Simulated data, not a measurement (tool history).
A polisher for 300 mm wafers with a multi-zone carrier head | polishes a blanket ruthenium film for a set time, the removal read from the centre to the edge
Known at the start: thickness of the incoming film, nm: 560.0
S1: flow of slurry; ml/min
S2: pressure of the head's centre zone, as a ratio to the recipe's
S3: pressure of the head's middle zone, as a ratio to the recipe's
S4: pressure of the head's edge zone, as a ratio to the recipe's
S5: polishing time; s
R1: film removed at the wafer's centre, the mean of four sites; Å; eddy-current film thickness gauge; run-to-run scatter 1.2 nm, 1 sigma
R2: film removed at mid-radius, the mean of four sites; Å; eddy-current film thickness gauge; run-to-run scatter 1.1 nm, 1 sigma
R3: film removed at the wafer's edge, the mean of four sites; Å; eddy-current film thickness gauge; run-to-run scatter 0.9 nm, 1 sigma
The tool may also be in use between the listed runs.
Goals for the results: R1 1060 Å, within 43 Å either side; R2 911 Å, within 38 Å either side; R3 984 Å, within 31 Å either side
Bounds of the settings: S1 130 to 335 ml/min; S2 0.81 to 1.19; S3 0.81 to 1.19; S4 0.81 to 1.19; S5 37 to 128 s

run	hour	S1	S2	S3	S4	S5	R1	R2	R3
1	0	215	1	1	1	82	813.42	788.78	779.53
2	8.1	250	1	1	1	82	825.52	824.62	797.66
3	11.2	250	1	1	1.03	82	829.2	831.55	797.24
4	19.7	205	1	1	1.03	82	803.88	807.99	786.06
5	21.3	210	1.02	0.97	1.05	85	833.84	793.81	819.17
6	23.7	210	1.02	0.97	0.98	85	831.92	822.75	800.83
7	25.8	220	1.04	0.96	1.02	88	900.56	850.43	840.37
8	33.3	225	1.05	0.94	1.05	90	945.01	864.44	877.89
9	41	235	1.05	0.93	1.08	91	935.13	858.72	891.98

Of the 5 settings listed for the next run, only one would bring every result within its allowed miss of target. Which one?
A	48.7	195	1.12	0.95	1.16	98	?	?	?
B	48.7	230	0.93	0.95	1.19	84	?	?	?
C	48.7	230	1.01	1.11	1.03	83	?	?	?
D	48.7	200	0.82	0.81	1.19	96	?	?	?
E	48.7	280	1.19	1.08	0.91	83	?	?	?

move	R1	R2	R3
A	1060.2	916.14	976.79
B	774.72	805.78	864.04
C	832.82	908.29	793.11
D	761.21	791.18	974.17
E	1008.8	908.09	762.82
A: every result within its allowed miss
B: its largest miss is bigger than the last run's
C: its largest miss is bigger than the last run's
D: brings the last run's worst result on target, with another outside its allowed miss
E: its largest miss is bigger than the last run's
Correct choice: A, which meets every target

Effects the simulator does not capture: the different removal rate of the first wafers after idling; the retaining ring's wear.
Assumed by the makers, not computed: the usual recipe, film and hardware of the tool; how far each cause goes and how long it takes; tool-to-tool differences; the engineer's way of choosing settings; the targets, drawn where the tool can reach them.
